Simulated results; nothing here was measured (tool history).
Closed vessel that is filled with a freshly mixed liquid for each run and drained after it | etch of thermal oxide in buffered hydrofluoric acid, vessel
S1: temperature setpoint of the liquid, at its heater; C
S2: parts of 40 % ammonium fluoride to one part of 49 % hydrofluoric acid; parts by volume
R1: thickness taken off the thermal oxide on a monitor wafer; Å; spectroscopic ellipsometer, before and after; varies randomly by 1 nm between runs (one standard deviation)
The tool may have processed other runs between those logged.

run 1 day=0 | S1=21 S2=11 time_in_the_liquid_(s)=85 | R1=688.87
run 2 day=0.262 | S1=21 S2=11 time_in_the_liquid_(s)=95 | R1=767.12
run 3 day=0.462 | S1=21 S2=11 time_in_the_liquid_(s)=95 | R1=769.89
run 4 day=0.575 | S1=23.5 S2=10.5 time_in_the_liquid_(s)=95 | R1=913.85
run 5 day=0.779 | S1=23.5 S2=10.5 time_in_the_liquid_(s)=85 | R1=839.96
run 6 day=0.942 | S1=25 S2=10 time_in_the_liquid_(s)=85 | R1=939.41
run 7 day=0.996 | S1=26 S2=9.5 time_in_the_liquid_(s)=85 | R1=1028.4
run 8 day=1.217 | S1=27 S2=9 time_in_the_liquid_(s)=85 | R1=1137.6
run 9 day=1.525 | S1=27.5 S2=9 time_in_the_liquid_(s)=85 | R1=1162
run 10 day=1.738 | S1=29 S2=8 time_in_the_liquid_(s)=85 | R1=1431.5

Run 11, settings as shown, results not yet in. Your forecast:
run 11 day=1.842 | S1=28.5 S2=8 time_in_the_liquid_(s)=85 | R1=?

Run 11 came out at R1 1383.5 Å.

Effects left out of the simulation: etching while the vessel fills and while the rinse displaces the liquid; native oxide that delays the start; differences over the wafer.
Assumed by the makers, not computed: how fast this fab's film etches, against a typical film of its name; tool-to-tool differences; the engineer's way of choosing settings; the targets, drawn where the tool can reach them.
